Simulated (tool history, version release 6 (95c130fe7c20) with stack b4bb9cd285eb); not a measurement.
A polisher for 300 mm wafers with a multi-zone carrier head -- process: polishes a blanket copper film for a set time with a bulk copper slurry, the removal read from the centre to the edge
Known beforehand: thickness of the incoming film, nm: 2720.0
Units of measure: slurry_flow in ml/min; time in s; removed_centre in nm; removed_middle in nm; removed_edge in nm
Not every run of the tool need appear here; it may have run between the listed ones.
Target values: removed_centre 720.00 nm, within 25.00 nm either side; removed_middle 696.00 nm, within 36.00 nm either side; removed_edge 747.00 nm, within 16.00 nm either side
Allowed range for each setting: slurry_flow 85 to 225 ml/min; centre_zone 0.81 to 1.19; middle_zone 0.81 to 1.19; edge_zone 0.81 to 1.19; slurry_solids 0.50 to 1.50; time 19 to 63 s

{"run": 1, "hour": 0.0, "slurry_flow": 145, "centre_zone": 1.0, "middle_zone": 1.0, "edge_zone": 1.0, "slurry_solids": 1.0, "time": 41, "removed_centre": 474.26, "removed_middle": 482.75, "removed_edge": 484.03}
{"run": 2, "hour": 1.9, "slurry_flow": 145, "centre_zone": 1.0, "middle_zone": 1.0, "edge_zone": 1.0, "slurry_solids": 1.0, "time": 37, "removed_centre": 434.58, "removed_middle": 434.37, "removed_edge": 434.04}
{"run": 3, "hour": 9.8, "slurry_flow": 145, "centre_zone": 1.0, "middle_zone": 1.0, "edge_zone": 0.97, "slurry_solids": 1.0, "time": 37, "removed_centre": 433.73, "removed_middle": 441.04, "removed_edge": 432.98}
{"run": 4, "hour": 14.1, "slurry_flow": 145, "centre_zone": 1.0, "middle_zone": 1.0, "edge_zone": 1.03, "slurry_solids": 1.0, "time": 37, "removed_centre": 425.21, "removed_middle": 432.67, "removed_edge": 440.03}
{"run": 5, "hour": 23.1, "slurry_flow": 145, "centre_zone": 1.0, "middle_zone": 1.0, "edge_zone": 1.1, "slurry_solids": 1.0, "time": 37, "removed_centre": 430.74, "removed_middle": 430.78, "removed_edge": 455.56}
{"run": 6, "hour": 30.2, "slurry_flow": 145, "centre_zone": 1.07, "middle_zone": 1.0, "edge_zone": 1.1, "slurry_solids": 1.0, "time": 37, "removed_centre": 469.24, "removed_middle": 440.79, "removed_edge": 460.24}
{"run": 7, "hour": 35.0, "slurry_flow": 150, "centre_zone": 1.07, "middle_zone": 1.0, "edge_zone": 1.11, "slurry_solids": 1.05, "time": 39, "removed_centre": 491.83, "removed_middle": 473.58, "removed_edge": 490.4}
{"run": 8, "hour": 42.3, "slurry_flow": 150, "centre_zone": 1.07, "middle_zone": 1.0, "edge_zone": 1.11, "slurry_solids": 1.05, "time": 39, "removed_centre": 501.81, "removed_middle": 471.22, "removed_edge": 484.97}
{"run": 9, "hour": 50.3, "slurry_flow": 145, "centre_zone": 1.06, "middle_zone": 0.99, "edge_zone": 1.12, "slurry_solids": 1.1, "time": 42, "removed_centre": 529.7, "removed_middle": 497.84, "removed_edge": 527.12}
{"run": 10, "hour": 53.9, "slurry_flow": 150, "centre_zone": 1.05, "middle_zone": 0.99, "edge_zone": 1.13, "slurry_solids": 1.15, "time": 44, "removed_centre": 549.05, "removed_middle": 540.77, "removed_edge": 556.51}
{"run": 11, "hour": 61.4, "slurry_flow": 150, "centre_zone": 1.05, "middle_zone": 0.98, "edge_zone": 1.14, "slurry_solids": 1.2, "time": 46, "removed_centre": 590.97, "removed_middle": 541.13, "removed_edge": 599.82}
{"run": 12, "hour": 65.0, "slurry_flow": 155, "centre_zone": 1.05, "middle_zone": 0.99, "edge_zone": 1.15, "slurry_solids": 1.25, "time": 47, "removed_centre": 601.28, "removed_middle": 574.98, "removed_edge": 612.96}
{"run": 13, "hour": 69.5, "slurry_flow": 160, "centre_zone": 1.05, "middle_zone": 0.99, "edge_zone": 1.16, "slurry_solids": 1.25, "time": 48, "removed_centre": 621.57, "removed_middle": 594.79, "removed_edge": 632.81}
{"run": 14, "hour": 72.9, "slurry_flow": 160, "centre_zone": 1.05, "middle_zone": 0.99, "edge_zone": 1.16, "slurry_solids": 1.3, "time": 49, "removed_centre": 649.87, "removed_middle": 600.36, "removed_edge": 651.92}
{"run": 15, "hour": 75.5, "slurry_flow": 200, "centre_zone": 0.99, "middle_zone": 1.04, "edge_zone": 1.19, "slurry_solids": 1.5, "time": 51, "removed_centre": 674.49, "removed_middle": 703.55, "removed_edge": 728.95}
{"hour": 84.4, "done": "worn pad replaced by a new one"}
{"run": 16, "hour": 84.4, "slurry_flow": 200, "centre_zone": 0.99, "middle_zone": 1.03, "edge_zone": 1.19, "slurry_solids": 1.5, "time": 51, "removed_centre": 773.02, "removed_middle": 798.48, "removed_edge": 826.08}
{"run": 17, "hour": 85.0, "slurry_flow": 195, "centre_zone": 1.0, "middle_zone": 1.03, "edge_zone": 1.19, "slurry_solids": 1.5, "time": 51, "removed_centre": 770.34, "removed_middle": 787.0, "removed_edge": 818.18}
{"run": 18, "hour": 90.7, "slurry_flow": 185, "centre_zone": 1.0, "middle_zone": 1.02, "edge_zone": 1.18, "slurry_solids": 1.5, "time": 51, "removed_centre": 749.66, "removed_middle": 754.32, "removed_edge": 812.82}
{"run": 19, "hour": 97.8, "slurry_flow": 155, "centre_zone": 1.04, "middle_zone": 1.02, "edge_zone": 1.08, "slurry_solids": 1.4, "time": 51, "removed_centre": 755.89, "removed_middle": 727.5, "removed_edge": 754.8}

Consider the 5 candidate settings below. Which is the only one whose results all fall within their allowed miss of target?
{"run": "A", "hour": 104.9, "slurry_flow": 155, "centre_zone": 1.17, "middle_zone": 0.91, "edge_zone": 1.13, "slurry_solids": 1.4, "time": 48, "removed_centre": "?", "removed_middle": "?", "removed_edge": "?"}
{"run": "B", "hour": 104.9, "slurry_flow": 145, "centre_zone": 1.05, "middle_zone": 0.88, "edge_zone": 1.05, "slurry_solids": 1.5, "time": 54, "removed_centre": "?", "removed_middle": "?", "removed_edge": "?"}
{"run": "C", "hour": 104.9, "slurry_flow": 135, "centre_zone": 1.03, "middle_zone": 0.95, "edge_zone": 1.01, "slurry_solids": 1.5, "time": 50, "removed_centre": "?", "removed_middle": "?", "removed_edge": "?"}
{"run": "D", "hour": 104.9, "slurry_flow": 130, "centre_zone": 1.03, "middle_zone": 0.98, "edge_zone": 1.11, "slurry_solids": 1.5, "time": 51, "removed_centre": "?", "removed_middle": "?", "removed_edge": "?"}
{"run": "E", "hour": 104.9, "slurry_flow": 175, "centre_zone": 1.07, "middle_zone": 1.12, "edge_zone": 1.01, "slurry_solids": 1.45, "time": 49, "removed_centre": "?", "removed_middle": "?", "removed_edge": "?"}

move=A removed_centre=801.01 removed_middle=630.75 removed_edge=731.69
move=B removed_centre=805.32 removed_middle=689.67 removed_edge=800.63
move=C removed_centre=718.42 removed_middle=669.76 removed_edge=720.73
move=D removed_centre=725.39 removed_middle=694.78 removed_edge=758.93
move=E removed_centre=772.81 removed_middle=790.67 removed_edge=727.72
A: misses by more than the last run did
B: misses by more than the last run did
C: brings the result that was furthest off to its target, and leaves another outside
D: every result lands within tolerance
E: misses by more than the last run did
The move that meets every target is D.

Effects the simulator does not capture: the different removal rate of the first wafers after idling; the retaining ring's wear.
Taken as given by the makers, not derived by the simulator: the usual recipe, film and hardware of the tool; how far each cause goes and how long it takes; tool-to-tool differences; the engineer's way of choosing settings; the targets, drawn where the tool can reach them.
